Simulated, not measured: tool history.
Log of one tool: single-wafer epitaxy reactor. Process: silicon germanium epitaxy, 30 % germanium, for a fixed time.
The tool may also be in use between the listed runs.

run	hour	wafer temperature setpoint (pyrometer-controlled) (K)	chamber pressure (Pa)	mean film thickness on the monitor wafer (Å)
1	0.0	858.15	2920	485.31
2	2.2	862.15	2920	531.65
3	9.9	872.15	2920	658.44
4	15.2	869.15	2906	611.29
5	24.0	869.15	3426	661.93
6	26.8	866.15	3413	615.26
7	31.2	863.15	3400	577.55
8	38.5	860.15	3386	545.82
9	42.1	848.15	3293	415.55
10	46.1	847.15	3293	411.07

What will run 11 give?
11	48.1	846.15	3293	?

{"run 11": {"mean film thickness on the monitor wafer (Å)": 398.18}}
